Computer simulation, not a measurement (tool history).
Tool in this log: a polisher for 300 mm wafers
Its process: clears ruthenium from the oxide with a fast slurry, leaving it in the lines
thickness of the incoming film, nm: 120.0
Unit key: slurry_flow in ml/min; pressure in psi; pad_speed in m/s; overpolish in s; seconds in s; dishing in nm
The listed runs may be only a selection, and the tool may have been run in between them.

{"run": 1, "day": 0.0, "slurry_flow": 260, "pressure": 3.1, "pad_speed": 1.18, "slurry_solids": 1.0, "overpolish": 20, "seconds": 22.168, "dishing": 88.855}
{"run": 2, "day": 0.346, "slurry_flow": 260, "pressure": 2.9, "pad_speed": 1.18, "slurry_solids": 1.0, "overpolish": 20, "seconds": 23.449, "dishing": 82.938}
{"run": 3, "day": 0.654, "slurry_flow": 260, "pressure": 2.9, "pad_speed": 1.18, "slurry_solids": 1.15, "overpolish": 20, "seconds": 21.815, "dishing": 86.778}
{"run": 4, "day": 0.767, "slurry_flow": 260, "pressure": 2.9, "pad_speed": 1.18, "slurry_solids": 1.15, "overpolish": 28, "seconds": 22.277, "dishing": 108.36}
{"run": 5, "day": 1.025, "slurry_flow": 260, "pressure": 2.7, "pad_speed": 1.18, "slurry_solids": 1.15, "overpolish": 27, "seconds": 23.378, "dishing": 101.82}
{"run": 6, "day": 1.175, "slurry_flow": 260, "pressure": 2.7, "pad_speed": 1.18, "slurry_solids": 1.05, "overpolish": 27, "seconds": 24.943, "dishing": 100.75}

Run 7, settings as shown, results not yet in. Your forecast:
{"run": 7, "day": 1.496, "slurry_flow": 260, "pressure": 2.6, "pad_speed": 1.18, "slurry_solids": 1.05, "overpolish": 26, "seconds": "?", "dishing": "?"}

seconds: 25.200 s
dishing: 92.346 nm
